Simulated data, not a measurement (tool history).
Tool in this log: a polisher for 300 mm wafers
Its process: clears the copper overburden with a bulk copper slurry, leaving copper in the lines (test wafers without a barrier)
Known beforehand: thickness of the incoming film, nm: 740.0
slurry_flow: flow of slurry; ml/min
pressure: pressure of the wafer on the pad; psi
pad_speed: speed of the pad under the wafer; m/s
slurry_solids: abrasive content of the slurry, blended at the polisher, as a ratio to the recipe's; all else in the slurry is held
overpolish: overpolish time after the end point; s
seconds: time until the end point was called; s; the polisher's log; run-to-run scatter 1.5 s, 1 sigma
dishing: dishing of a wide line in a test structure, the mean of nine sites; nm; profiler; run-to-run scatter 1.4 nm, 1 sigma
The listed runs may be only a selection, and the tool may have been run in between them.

| run | day | slurry_flow | pressure | pad_speed | slurry_solids | overpolish | seconds | dishing |
|---|---|---|---|---|---|---|---|---|
| 1 | 0.000 | 260 | 3.0 | 0.94 | 1.0 | 18 | 73.134 | 62.811 |
| 2 | 0.342 | 260 | 3.0 | 0.94 | 1.1 | 18 | 68.658 | 61.899 |
| 3 | 0.567 | 260 | 2.5 | 0.94 | 1.1 | 18 | 77.502 | 58.369 |
| 4 | 0.621 | 260 | 2.5 | 0.76 | 1.1 | 18 | 91.504 | 56.112 |
| 5 | 0.762 | 260 | 2.5 | 0.76 | 1.1 | 12 | 90.695 | 47.619 |
| 6 | 1.088 | 260 | 2.5 | 0.76 | 1.1 | 14 | 89.947 | 53.616 |
| 7 | 1.388 | 260 | 2.5 | 0.76 | 1.1 | 15 | 91.185 | 51.226 |
| 8 | 1.492 | 260 | 2.5 | 0.76 | 1.1 | 17 | 91.815 | 54.267 |

For run 9, what comes out?
| 9 | 1.654 | 260 | 2.5 | 0.76 | 1.1 | 18 | ? | ? |

Run 9 came out at seconds 92.061 s, dishing 59.118 nm.
